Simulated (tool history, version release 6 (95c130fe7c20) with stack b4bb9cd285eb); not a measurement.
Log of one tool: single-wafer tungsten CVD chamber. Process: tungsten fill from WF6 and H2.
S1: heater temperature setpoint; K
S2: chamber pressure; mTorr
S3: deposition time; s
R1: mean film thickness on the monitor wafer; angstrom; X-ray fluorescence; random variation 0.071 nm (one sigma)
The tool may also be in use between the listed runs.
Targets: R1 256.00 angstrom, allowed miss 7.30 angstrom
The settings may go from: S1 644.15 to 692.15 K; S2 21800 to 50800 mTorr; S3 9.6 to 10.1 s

Run 1, hour 0.0: S1 668.15 K, S2 36300 mTorr, S3 10.1 s. Result: R1 318.32 angstrom.
Run 2, hour 5.4: S1 668.15 K, S2 36300 mTorr, S3 10.1 s. Result: R1 319.11 angstrom.
Run 3, hour 12.5: S1 677.15 K, S2 36300 mTorr, S3 10.1 s. Result: R1 374.23 angstrom.
Run 4, hour 18.0: S1 677.15 K, S2 40700 mTorr, S3 10.1 s. Result: R1 394.71 angstrom.
Run 5, hour 19.2: S1 672.15 K, S2 40300 mTorr, S3 10.1 s. Result: R1 358.94 angstrom.
Run 6, hour 21.6: S1 667.15 K, S2 40300 mTorr, S3 10.1 s. Result: R1 328.62 angstrom.
Run 7, hour 24.0: S1 664.15 K, S2 40100 mTorr, S3 10.1 s. Result: R1 310.94 angstrom.
Run 8, hour 25.9: S1 662.15 K, S2 39900 mTorr, S3 10.1 s. Result: R1 299.06 angstrom.

5 next moves are on the table. One of them brings every result within its allowed miss. Which?
Run A, hour 27.8: S1 674.15 K, S2 37200 mTorr, S3 10.1 s. Result: R1 ?.
Run B, hour 27.8: S1 655.15 K, S2 37400 mTorr, S3 9.6 s. Result: R1 ?.
Run C, hour 27.8: S1 655.15 K, S2 38900 mTorr, S3 9.6 s. Result: R1 ?.
Run D, hour 27.8: S1 658.15 K, S2 36000 mTorr, S3 9.7 s. Result: R1 ?.
Run E, hour 27.8: S1 657.15 K, S2 35700 mTorr, S3 9.6 s. Result: R1 ?.

move      R1
   A  361.02
   B  241.80
   C  246.11
   D  254.48
   E  246.13
A: further off than the last run
B: takes the result that was furthest off past its target
C: takes the result that was furthest off past its target
D: meets every target
E: takes the result that was furthest off past its target
Move D is the one to make.

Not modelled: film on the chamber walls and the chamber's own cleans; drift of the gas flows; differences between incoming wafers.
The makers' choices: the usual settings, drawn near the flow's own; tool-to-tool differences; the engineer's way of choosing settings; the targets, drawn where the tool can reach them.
